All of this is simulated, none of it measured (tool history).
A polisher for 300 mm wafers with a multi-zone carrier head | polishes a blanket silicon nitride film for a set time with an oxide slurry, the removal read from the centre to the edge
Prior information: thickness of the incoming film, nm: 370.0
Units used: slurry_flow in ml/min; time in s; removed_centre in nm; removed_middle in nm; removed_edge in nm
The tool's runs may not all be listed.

run	hour	slurry_flow	centre_zone	middle_zone	edge_zone	slurry_solids	time	removed_centre	removed_middle	removed_edge
1	0	280	1	1	1	1	72	57.991	57.666	58.483
2	7.7	270	0.95	0.95	0.98	0.95	72	52.656	54.744	56.189
3	15.1	260	0.93	0.91	0.98	0.9	72	51.315	51.335	54.023
4	22.3	260	0.93	0.91	0.94	0.9	72	52.875	50.061	52.648
5	24.9	260	0.93	0.91	0.94	1	72	53.662	53.09	55.957
6	27.6	250	0.9	0.88	0.95	1	72	51.83	52.198	55.409

For run 7, what comes out?
7	32.6	225	0.83	0.81	1.05	0.85	72	?	?	?

Run 7 came out at removed_centre 43.814 nm, removed_middle 44.276 nm, removed_edge 54.269 nm.
